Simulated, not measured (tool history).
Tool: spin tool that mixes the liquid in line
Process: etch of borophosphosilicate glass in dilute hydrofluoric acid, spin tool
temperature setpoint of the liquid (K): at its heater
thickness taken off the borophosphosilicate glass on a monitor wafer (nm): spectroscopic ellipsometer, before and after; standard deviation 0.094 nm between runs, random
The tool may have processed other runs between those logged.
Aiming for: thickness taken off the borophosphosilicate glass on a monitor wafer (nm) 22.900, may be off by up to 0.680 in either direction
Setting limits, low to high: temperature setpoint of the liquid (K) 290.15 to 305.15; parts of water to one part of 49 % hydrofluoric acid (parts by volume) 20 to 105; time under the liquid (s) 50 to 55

| run | day | temperature setpoint of the liquid (K) | parts of water to one part of 49 % hydrofluoric acid (parts by volume) | time under the liquid (s) | thickness taken off the borophosphosilicate glass on a monitor wafer (nm) |
|---|---|---|---|---|---|
| 1 | 0.000 | 297.15 | 55 | 50 | 35.374 |
| 2 | 0.304 | 296.15 | 55 | 50 | 34.058 |
| 3 | 0.538 | 296.15 | 40 | 50 | 47.435 |
| 4 | 0.642 | 296.15 | 60 | 50 | 30.951 |
| 5 | 0.904 | 298.15 | 60 | 50 | 33.780 |
| 6 | 1.242 | 298.15 | 60 | 55 | 36.746 |
| 7 | 1.388 | 297.15 | 60 | 55 | 35.216 |
| 8 | 1.583 | 293.15 | 70 | 55 | 25.372 |
| 9 | 1.696 | 293.15 | 70 | 55 | 25.347 |
| 10 | 1.996 | 292.65 | 70 | 55 | 25.025 |
| 11 | 2.071 | 292.15 | 70 | 55 | 24.495 |
| 12 | 2.329 | 291.65 | 70 | 55 | 23.865 |

Consider the 4 candidate settings below. Which is the only one whose results all fall within their allowed miss of target?
| A | 2.588 | 292.65 | 75 | 50 | ? |
| B | 2.588 | 293.15 | 70 | 50 | ? |
| C | 2.588 | 292.65 | 80 | 55 | ? |
| D | 2.588 | 291.15 | 75 | 55 | ? |

| move | thickness taken off the borophosphosilicate glass on a monitor wafer (nm) |
|---|---|
| A | 20.976 |
| B | 23.084 |
| C | 21.508 |
| D | 21.659 |
A: the result that was furthest off in the last run now lies on the other side of its target
B: meets every target
C: the result that was furthest off in the last run now lies on the other side of its target
D: the result that was furthest off in the last run now lies on the other side of its target
Answer: B
